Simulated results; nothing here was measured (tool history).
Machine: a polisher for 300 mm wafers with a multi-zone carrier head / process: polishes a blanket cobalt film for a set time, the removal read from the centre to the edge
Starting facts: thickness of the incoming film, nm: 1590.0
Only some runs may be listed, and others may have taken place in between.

run,day,flow of slurry (ml/min),pressure of the head's centre zone,pressure of the head's middle zone,pressure of the head's edge zone,polishing time (s),film removed at the wafer's centre (Å),film removed at mid-radius (Å),film removed at the wafer's edge (Å)
1,0,275,1,1,1,55,2625.9,2659.8,2591.9
2,0.333,275,1,1,0.93,55,2707.5,2637.3,2510.2
3,0.417,205,1,1,0.93,55,2586.8,2529.4,2506.8
4,0.638,270,1,1,0.93,55,2700.2,2648.1,2523.6
# day 0.779: worn pad replaced by a new one
5,0.779,310,1,1,0.93,55,3104.4,3004,2927.7
6,1.067,310,1,0.93,0.93,55,3071.8,2809.9,2999.6
7,1.433,345,0.96,0.95,0.91,60,3235.9,3199,3158.2

Predict the results of run 8:
8,1.604,370,0.97,0.96,0.95,64,?,?,?

Run 8 measured film removed at the wafer's centre (Å) 3459.7, film removed at mid-radius (Å) 3422.5, film removed at the wafer's edge (Å) 3359.6.
